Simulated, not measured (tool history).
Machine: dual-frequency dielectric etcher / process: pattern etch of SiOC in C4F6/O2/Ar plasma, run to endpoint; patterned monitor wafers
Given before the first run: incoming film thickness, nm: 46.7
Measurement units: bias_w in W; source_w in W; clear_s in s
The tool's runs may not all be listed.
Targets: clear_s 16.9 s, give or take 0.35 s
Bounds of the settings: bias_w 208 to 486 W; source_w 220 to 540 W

run  hour  bias_w  source_w  clear_s
  1     0     347       380   19.459
  2     8     347       310   20.756
  3  15.2     305       310     21.5
  4    23     356       310   20.261
  5  24.6     379       320   19.673
  6  32.7     405       320   19.151
  7    34     419       330   18.598
  8  38.1     419       330   18.605
  9  41.8     431       340   18.438

Exactly one of the 5 candidate moves below puts every result within its allowed miss. Which one?
  A  45.5     476       340        ?
  B  45.5     473       400        ?
  C  45.5     463       350        ?
  D  45.5     459       370        ?
  E  45.5     486       320        ?

move  clear_s
   A   17.768
   B   16.991
   C   17.814
   D   17.589
   E   17.927
A: gains on the last run, yet a result remains outside its allowed miss
B: all results land within tolerance of their targets
C: gains on the last run, yet a result remains outside its allowed miss
D: gains on the last run, yet a result remains outside its allowed miss
E: gains on the last run, yet a result remains outside its allowed miss
Move B is the one to make.
